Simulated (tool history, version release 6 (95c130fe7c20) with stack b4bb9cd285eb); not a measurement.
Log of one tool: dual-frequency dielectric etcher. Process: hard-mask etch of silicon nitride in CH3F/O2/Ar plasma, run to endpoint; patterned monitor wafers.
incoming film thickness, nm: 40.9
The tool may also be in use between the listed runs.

run	day	source power (W)	bias power (W)	endpoint time (s)
1	0	470	102	50.702
2	0.167	500	103	49.725
3	0.412	440	103	52.116
4	0.654	480	104	49.896
5	0.871	530	104	48.083
6	0.962	530	87	52.265
7	1.204	530	87	52.438
8	1.562	560	90	51.073

Run 9 comes next. What will it give?
9	1.892	560	90	?

endpoint time (s): 50.756
